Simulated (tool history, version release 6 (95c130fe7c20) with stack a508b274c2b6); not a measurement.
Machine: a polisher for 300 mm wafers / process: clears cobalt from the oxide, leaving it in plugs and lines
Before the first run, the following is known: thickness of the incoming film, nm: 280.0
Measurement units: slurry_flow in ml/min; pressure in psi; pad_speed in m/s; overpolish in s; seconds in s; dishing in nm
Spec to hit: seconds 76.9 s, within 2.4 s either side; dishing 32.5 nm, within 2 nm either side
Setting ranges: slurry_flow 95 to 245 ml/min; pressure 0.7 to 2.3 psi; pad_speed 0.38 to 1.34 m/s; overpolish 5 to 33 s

| run | hour | slurry_flow | pressure | pad_speed | overpolish | seconds | dishing |
|---|---|---|---|---|---|---|---|
| 1 | 0 | 155 | 1.5 | 0.86 | 17 | 101.56 | 31.269 |
| 2 | 8.9 | 155 | 1.8 | 0.86 | 17 | 84.432 | 33.822 |
| 3 | 13.9 | 155 | 1.5 | 0.86 | 17 | 99.251 | 30.92 |
| 4 | 15 | 155 | 1.2 | 0.86 | 17 | 123.62 | 27.373 |
| 5 | 23.4 | 155 | 1.3 | 0.86 | 17 | 116.23 | 27.623 |
| 6 | 32.2 | 170 | 1.3 | 0.86 | 17 | 111.91 | 28.135 |
| 7 | 37 | 185 | 1.4 | 0.86 | 17 | 102.62 | 30.316 |
| 8 | 42.2 | 195 | 1.5 | 0.86 | 16 | 95.76 | 30.79 |
| 9 | 43.6 | 200 | 1.6 | 0.86 | 15 | 88.371 | 29.888 |
| 10 | 46.4 | 205 | 1.6 | 0.86 | 15 | 89.926 | 31.068 |

Of the 4 settings listed for the next run, only one would bring every result within its allowed miss of target. Which one?
| A | 49.2 | 225 | 1.4 | 0.92 | 18 | ? | ? |
| B | 49.2 | 215 | 1.5 | 0.72 | 21 | ? | ? |
| C | 49.2 | 195 | 1.5 | 0.88 | 19 | ? | ? |
| D | 49.2 | 220 | 1.8 | 0.88 | 14 | ? | ? |

| move | seconds | dishing |
|---|---|---|
| A | 94.154 | 33.687 |
| B | 108.31 | 34.042 |
| C | 93.153 | 35.124 |
| D | 76.761 | 32.599 |
A: the biggest miss grows against the last run
B: the biggest miss grows against the last run
C: the biggest miss grows against the last run
D: every result within its allowed miss
Answer: D
